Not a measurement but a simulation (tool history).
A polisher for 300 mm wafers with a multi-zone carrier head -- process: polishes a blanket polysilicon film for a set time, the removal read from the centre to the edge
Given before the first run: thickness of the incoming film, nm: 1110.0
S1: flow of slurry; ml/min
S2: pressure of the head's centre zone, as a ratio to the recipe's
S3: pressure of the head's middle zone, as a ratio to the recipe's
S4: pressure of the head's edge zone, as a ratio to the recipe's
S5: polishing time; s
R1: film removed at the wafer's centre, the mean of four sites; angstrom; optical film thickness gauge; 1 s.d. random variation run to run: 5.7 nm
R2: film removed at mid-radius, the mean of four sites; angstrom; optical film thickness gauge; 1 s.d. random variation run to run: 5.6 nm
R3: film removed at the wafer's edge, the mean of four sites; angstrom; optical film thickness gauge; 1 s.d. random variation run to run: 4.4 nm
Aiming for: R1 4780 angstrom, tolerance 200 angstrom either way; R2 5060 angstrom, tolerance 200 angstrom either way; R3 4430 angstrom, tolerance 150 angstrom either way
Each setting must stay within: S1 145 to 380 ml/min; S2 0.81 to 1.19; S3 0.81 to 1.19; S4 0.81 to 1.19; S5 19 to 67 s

| run | hour | S1 | S2 | S3 | S4 | S5 | R1 | R2 | R3 |
|---|---|---|---|---|---|---|---|---|---|
| 1 | 0 | 245 | 1 | 1 | 1 | 43 | 4175.3 | 4064.6 | 4181 |
| 2 | 2.6 | 255 | 1.02 | 1.06 | 1 | 44 | 4389.6 | 4435.4 | 4270 |
| 3 | 5 | 255 | 1.02 | 1.06 | 0.93 | 44 | 4193.8 | 4514.8 | 4022.7 |
| 4 | 13 | 255 | 1.02 | 1.06 | 0.99 | 44 | 4230.9 | 4509.1 | 4280.7 |
| 5 | 15.9 | 265 | 1.06 | 1.08 | 0.99 | 44 | 4419.1 | 4568.9 | 4250.2 |
| 6 | 23.7 | 265 | 1.1 | 1.08 | 0.99 | 44 | 4647.3 | 4585.3 | 4228.5 |
| 7 | 24.6 | 270 | 1.1 | 1.1 | 1 | 44 | 4638.9 | 4785.4 | 4351.8 |
| 8 | 28 | 275 | 1.11 | 1.11 | 1 | 44 | 4697.5 | 4641.9 | 4221.3 |

Next run, 4 choices. One meets every target within its allowed miss, the rest don't. Which?
| A | 31.4 | 245 | 1.04 | 1.08 | 0.88 | 49 | ? | ? | ? |
| B | 31.4 | 270 | 0.96 | 1.14 | 0.98 | 46 | ? | ? | ? |
| C | 31.4 | 245 | 1.09 | 1.15 | 0.98 | 43 | ? | ? | ? |
| D | 31.4 | 340 | 1.11 | 1.04 | 1.19 | 44 | ? | ? | ? |

| move | R1 | R2 | R3 |
|---|---|---|---|
| A | 4886.6 | 5077.8 | 4455.3 |
| B | 4326.4 | 5054.4 | 4433.7 |
| C | 4477.3 | 4701 | 4106.8 |
| D | 4840.3 | 4571.4 | 4765.6 |
A: every result lands within tolerance
B: meets the target for the result that was furthest off, but another lies outside its allowed miss
C: no nearer and no further than the last run
D: lands further from the targets than the last run did
A meets every target.

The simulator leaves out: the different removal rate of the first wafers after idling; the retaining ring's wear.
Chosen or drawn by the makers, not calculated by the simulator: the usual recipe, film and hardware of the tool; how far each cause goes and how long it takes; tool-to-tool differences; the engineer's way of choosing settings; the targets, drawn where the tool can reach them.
